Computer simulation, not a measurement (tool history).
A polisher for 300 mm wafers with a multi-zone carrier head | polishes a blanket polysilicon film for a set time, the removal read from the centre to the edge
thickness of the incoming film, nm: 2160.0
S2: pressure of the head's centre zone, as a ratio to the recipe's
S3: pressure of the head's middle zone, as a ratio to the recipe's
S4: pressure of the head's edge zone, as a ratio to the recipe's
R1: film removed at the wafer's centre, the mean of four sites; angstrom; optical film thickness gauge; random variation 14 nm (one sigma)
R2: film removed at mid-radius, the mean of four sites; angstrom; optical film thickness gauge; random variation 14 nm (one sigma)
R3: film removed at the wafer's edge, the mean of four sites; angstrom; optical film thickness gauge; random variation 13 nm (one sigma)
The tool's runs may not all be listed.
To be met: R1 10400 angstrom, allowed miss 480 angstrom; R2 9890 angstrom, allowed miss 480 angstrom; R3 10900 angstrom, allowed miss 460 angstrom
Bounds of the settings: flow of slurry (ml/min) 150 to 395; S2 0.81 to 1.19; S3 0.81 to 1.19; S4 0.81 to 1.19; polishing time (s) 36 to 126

{"run": 1, "hour": 0.0, "flow of slurry (ml/min)": 250, "S2": 1, "S3": 1, "S4": 1, "polishing time (s)": 81, "R1": 7858.5, "R2": 8277, "R3": 8216.8}
{"run": 2, "hour": 0.6, "flow of slurry (ml/min)": 250, "S2": 1, "S3": 0.96, "S4": 1, "polishing time (s)": 81, "R1": 8041.1, "R2": 7868.1, "R3": 8367.3}
{"run": 3, "hour": 8.6, "flow of slurry (ml/min)": 250, "S2": 1, "S3": 0.88, "S4": 1, "polishing time (s)": 81, "R1": 8075.1, "R2": 7335.2, "R3": 8284}
{"run": 4, "hour": 15.9, "flow of slurry (ml/min)": 250, "S2": 1.04, "S3": 0.88, "S4": 1, "polishing time (s)": 81, "R1": 8515.7, "R2": 7286.8, "R3": 8231.6}
{"run": 5, "hour": 20.8, "flow of slurry (ml/min)": 250, "S2": 1.04, "S3": 0.89, "S4": 1.01, "polishing time (s)": 83, "R1": 8395.4, "R2": 7488.5, "R3": 8441.4}
{"run": 6, "hour": 23.2, "flow of slurry (ml/min)": 250, "S2": 1.04, "S3": 0.89, "S4": 1.01, "polishing time (s)": 63, "R1": 6512.7, "R2": 5784.6, "R3": 6449}
{"run": 7, "hour": 24.5, "flow of slurry (ml/min)": 250, "S2": 1.04, "S3": 0.9, "S4": 1.02, "polishing time (s)": 68, "R1": 7044.6, "R2": 6279.3, "R3": 6920.3}
{"run": 8, "hour": 26.1, "flow of slurry (ml/min)": 250, "S2": 1.04, "S3": 0.91, "S4": 1.03, "polishing time (s)": 72, "R1": 7508.2, "R2": 6674.2, "R3": 7392.9}
{"run": 9, "hour": 27.8, "flow of slurry (ml/min)": 250, "S2": 1.04, "S3": 0.92, "S4": 1.04, "polishing time (s)": 75, "R1": 7671, "R2": 7051.4, "R3": 7838.5}
{"run": 10, "hour": 33.3, "flow of slurry (ml/min)": 250, "S2": 1.04, "S3": 0.92, "S4": 1.04, "polishing time (s)": 75, "R1": 7789, "R2": 6970.9, "R3": 7744}

Which of these 4 next moves meets every target?
{"run": "A", "hour": 38.8, "flow of slurry (ml/min)": 275, "S2": 1.17, "S3": 0.98, "S4": 0.95, "polishing time (s)": 99, "R1": "?", "R2": "?", "R3": "?"}
{"run": "B", "hour": 38.8, "flow of slurry (ml/min)": 280, "S2": 0.83, "S3": 0.86, "S4": 1.19, "polishing time (s)": 110, "R1": "?", "R2": "?", "R3": "?"}
{"run": "C", "hour": 38.8, "flow of slurry (ml/min)": 280, "S2": 1.02, "S3": 0.97, "S4": 1.09, "polishing time (s)": 100, "R1": "?", "R2": "?", "R3": "?"}
{"run": "D", "hour": 38.8, "flow of slurry (ml/min)": 270, "S2": 1.06, "S3": 0.92, "S4": 0.98, "polishing time (s)": 97, "R1": "?", "R2": "?", "R3": "?"}

move=A R1=11754 R2=9574.9 R3=10071
move=B R1=9249.7 R2=9735.2 R3=12482
move=C R1=10358 R2=9622.3 R3=10856
move=D R1=10403 R2=8959.6 R3=10001
A: nearer than the last run, and not there yet
B: takes the result that was furthest off past its target
C: meets every target
D: nearer than the last run, and not there yet
Answer: C
